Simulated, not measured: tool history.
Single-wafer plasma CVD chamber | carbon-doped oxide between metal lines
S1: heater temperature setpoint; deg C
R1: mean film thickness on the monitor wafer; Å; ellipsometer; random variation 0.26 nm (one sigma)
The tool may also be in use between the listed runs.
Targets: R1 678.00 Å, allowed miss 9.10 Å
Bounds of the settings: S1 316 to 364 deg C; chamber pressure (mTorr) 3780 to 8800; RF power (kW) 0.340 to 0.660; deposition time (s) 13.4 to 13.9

run 1 hour=0.0 | S1=340 chamber_pressure_(mTorr)=6290 RF_power_(kW)=0.500 deposition_time_(s)=13.4 | R1=774.77
run 2 hour=1.4 | S1=343 chamber_pressure_(mTorr)=6070 RF_power_(kW)=0.490 deposition_time_(s)=13.4 | R1=759.74
run 3 hour=9.6 | S1=343 chamber_pressure_(mTorr)=6660 RF_power_(kW)=0.490 deposition_time_(s)=13.4 | R1=764.19
run 4 hour=14.3 | S1=345 chamber_pressure_(mTorr)=6480 RF_power_(kW)=0.480 deposition_time_(s)=13.4 | R1=747.33
run 5 hour=18.5 | S1=345 chamber_pressure_(mTorr)=6480 RF_power_(kW)=0.480 deposition_time_(s)=13.9 | R1=783.17
run 6 hour=21.6 | S1=345 chamber_pressure_(mTorr)=5350 RF_power_(kW)=0.480 deposition_time_(s)=13.9 | R1=766.07
run 7 hour=30.1 | S1=345 chamber_pressure_(mTorr)=5350 RF_power_(kW)=0.480 deposition_time_(s)=13.9 | R1=774.11
run 8 hour=33.3 | S1=347 chamber_pressure_(mTorr)=5260 RF_power_(kW)=0.470 deposition_time_(s)=13.9 | R1=755.94

Which of these 4 next moves meets every target?
run A hour=36.5 | S1=340 chamber_pressure_(mTorr)=4230 RF_power_(kW)=0.420 deposition_time_(s)=13.4 | R1=?
run B hour=36.5 | S1=339 chamber_pressure_(mTorr)=5150 RF_power_(kW)=0.505 deposition_time_(s)=13.4 | R1=?
run C hour=36.5 | S1=349 chamber_pressure_(mTorr)=6010 RF_power_(kW)=0.555 deposition_time_(s)=13.9 | R1=?
run D hour=36.5 | S1=346 chamber_pressure_(mTorr)=4440 RF_power_(kW)=0.405 deposition_time_(s)=13.4 | R1=?

move=A R1=677.47
move=B R1=769.96
move=C R1=825.09
move=D R1=653.65
A: meets every target
B: further off than the last run
C: further off than the last run
D: takes the result that was furthest off past its target
The right move is A.

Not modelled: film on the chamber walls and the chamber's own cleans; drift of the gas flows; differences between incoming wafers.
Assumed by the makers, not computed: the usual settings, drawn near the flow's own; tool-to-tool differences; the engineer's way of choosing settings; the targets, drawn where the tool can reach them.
